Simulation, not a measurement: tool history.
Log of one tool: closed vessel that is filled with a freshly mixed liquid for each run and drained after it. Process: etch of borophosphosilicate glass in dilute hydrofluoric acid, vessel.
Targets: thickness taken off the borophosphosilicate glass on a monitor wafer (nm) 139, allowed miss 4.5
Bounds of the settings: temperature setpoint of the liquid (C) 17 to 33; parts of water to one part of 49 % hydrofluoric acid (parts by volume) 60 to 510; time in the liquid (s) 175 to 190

run  hour  temperature setpoint of the liquid (C)  parts of water to one part of 49 % hydrofluoric acid (parts by volume)  time in the liquid (s)  thickness taken off the borophosphosilicate glass on a monitor wafer (nm)
  1     0                                      25                                                                     285                     175                                                                     35.366
  2   5.9                                    26.5                                                                     235                     180                                                                     48.439
  3   6.9                                    24.5                                                                     235                     180                                                                     44.913
  4   9.8                                    24.5                                                                     300                     180                                                                     33.173
  5  10.9                                    24.5                                                                     400                     180                                                                     22.655
  6  16.1                                    26.5                                                                     325                     180                                                                     32.088
  7  22.4                                    30.5                                                                     215                     190                                                                     65.048
  8  27.1                                      31                                                                     180                     190                                                                     82.708
  9  36.3                                    31.5                                                                     160                     190                                                                     97.772
 10  44.2                                      32                                                                     150                     190                                                                     108.32
 11  49.2                                      33                                                                     100                     190                                                                     180.43
 12  50.2                                    31.5                                                                     100                     190                                                                     167.89
 13  51.6                                      31                                                                     105                     190                                                                      159.3
 14  54.2                                    30.5                                                                     110                     190                                                                     143.97
 15  56.8                                    30.5                                                                     110                     190                                                                     145.97
 16  61.2                                      30                                                                     110                     190                                                                     143.64

5 next moves are on the table. One of them brings every result within its allowed miss. Which?
  A  65.6                                      33                                                                     135                     190                                                                          ?
  B  65.6                                    32.5                                                                     115                     175                                                                          ?
  C  65.6                                    28.5                                                                     115                     190                                                                          ?
  D  65.6                                    31.5                                                                     125                     180                                                                          ?
  E  65.6                                      28                                                                      95                     180                                                                          ?

move  thickness taken off the borophosphosilicate glass on a monitor wafer (nm)
   A                                                                     128.38
   B                                                                     140.35
   C                                                                      131.5
   D                                                                     126.27
   E                                                                     152.01
A: takes the result that was furthest off past its target
B: meets every target
C: takes the result that was furthest off past its target
D: takes the result that was furthest off past its target
E: further off than the last run
Move B is the one to make.
